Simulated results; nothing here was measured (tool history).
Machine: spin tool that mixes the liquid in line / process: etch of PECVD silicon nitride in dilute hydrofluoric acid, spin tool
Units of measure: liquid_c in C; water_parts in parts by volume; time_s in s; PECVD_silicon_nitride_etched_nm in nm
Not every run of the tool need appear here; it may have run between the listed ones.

| run | hour | liquid_c | water_parts | time_s | PECVD_silicon_nitride_etched_nm |
|---|---|---|---|---|---|
| 1 | 0.0 | 22.0 | 65 | 65 | 1.4823 |
| 2 | 1.0 | 23.0 | 65 | 65 | 1.5884 |
| 3 | 5.4 | 24.0 | 65 | 65 | 1.7063 |
| 4 | 7.0 | 24.0 | 50 | 65 | 2.2105 |
| 5 | 9.5 | 27.0 | 50 | 65 | 2.7131 |
| 6 | 15.3 | 27.0 | 50 | 65 | 2.7044 |
| 7 | 23.5 | 26.0 | 50 | 65 | 2.5143 |
| 8 | 24.6 | 25.5 | 50 | 65 | 2.4462 |
| 9 | 25.2 | 25.0 | 50 | 65 | 2.3755 |

For run 10, what comes out?
| 10 | 30.5 | 24.5 | 50 | 65 | ? |

Run 10 gave PECVD_silicon_nitride_etched_nm 2.3041 nm.
